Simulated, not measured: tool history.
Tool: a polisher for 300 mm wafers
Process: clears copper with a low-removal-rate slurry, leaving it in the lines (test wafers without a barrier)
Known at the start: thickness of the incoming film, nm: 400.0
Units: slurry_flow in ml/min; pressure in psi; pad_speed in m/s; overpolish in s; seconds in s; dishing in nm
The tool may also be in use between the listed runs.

| run | hour | slurry_flow | pressure | pad_speed | slurry_solids | overpolish | seconds | dishing |
|---|---|---|---|---|---|---|---|---|
| 1 | 0.0 | 250 | 4.0 | 1.12 | 1.00 | 18 | 99.996 | 50.471 |
| 2 | 4.3 | 250 | 4.8 | 1.12 | 1.00 | 18 | 83.804 | 57.956 |
| 3 | 5.1 | 210 | 4.8 | 1.12 | 1.00 | 18 | 85.743 | 54.269 |
| 4 | 6.0 | 210 | 4.8 | 1.12 | 1.00 | 12 | 85.412 | 40.604 |
| 5 | 7.8 | 220 | 5.0 | 1.12 | 1.00 | 15 | 81.796 | 51.642 |
| 6 | 10.9 | 220 | 5.0 | 1.12 | 1.15 | 15 | 78.986 | 51.862 |
| 7 | 18.0 | 235 | 5.1 | 1.12 | 1.15 | 17 | 77.589 | 58.707 |
| 8 | 22.9 | 245 | 5.2 | 1.12 | 1.15 | 18 | 75.117 | 63.320 |
| 9 | 29.3 | 255 | 5.3 | 1.12 | 1.15 | 19 | 72.411 | 68.387 |

Run 10 comes next. What will it give?
| 10 | 33.8 | 260 | 5.3 | 1.12 | 1.15 | 20 | ? | ? |

Run 10 gave seconds 72.693 s, dishing 69.970 nm.
